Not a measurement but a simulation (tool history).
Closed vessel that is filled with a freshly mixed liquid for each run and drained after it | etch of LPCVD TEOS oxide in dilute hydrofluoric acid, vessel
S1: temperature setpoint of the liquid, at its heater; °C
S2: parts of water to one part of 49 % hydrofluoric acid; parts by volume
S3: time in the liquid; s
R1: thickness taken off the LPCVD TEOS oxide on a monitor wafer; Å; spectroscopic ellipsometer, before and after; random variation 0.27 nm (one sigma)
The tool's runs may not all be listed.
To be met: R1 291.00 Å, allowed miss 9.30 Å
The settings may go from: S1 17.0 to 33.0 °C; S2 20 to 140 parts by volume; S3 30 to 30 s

run	day	S1	S2	S3	R1
1	0.000	25.0	75	30	243.59
2	0.117	22.5	75	30	218.92
3	0.221	24.5	75	30	238.79
4	0.525	26.0	75	30	251.07
5	0.575	26.0	75	30	256.21
6	0.725	24.0	75	30	234.86
7	0.808	25.5	75	30	247.53
8	0.933	26.5	75	30	254.54
9	1.304	27.5	75	30	266.51
10	1.458	28.0	75	30	278.66
11	1.567	28.0	75	30	276.88
12	1.846	28.5	75	30	275.20

5 next moves are on the table. One of them brings every result within its allowed miss. Which?
A	2.125	31.0	85	30	?
B	2.125	24.5	70	30	?
C	2.125	27.5	70	30	?
D	2.125	27.5	65	30	?
E	2.125	29.0	80	30	?

move	R1
A	264.82
B	254.82
C	287.18
D	311.45
E	262.65
A: further off than the last run
B: further off than the last run
C: meets every target
D: takes the result that was furthest off past its target
E: further off than the last run
Answer: C
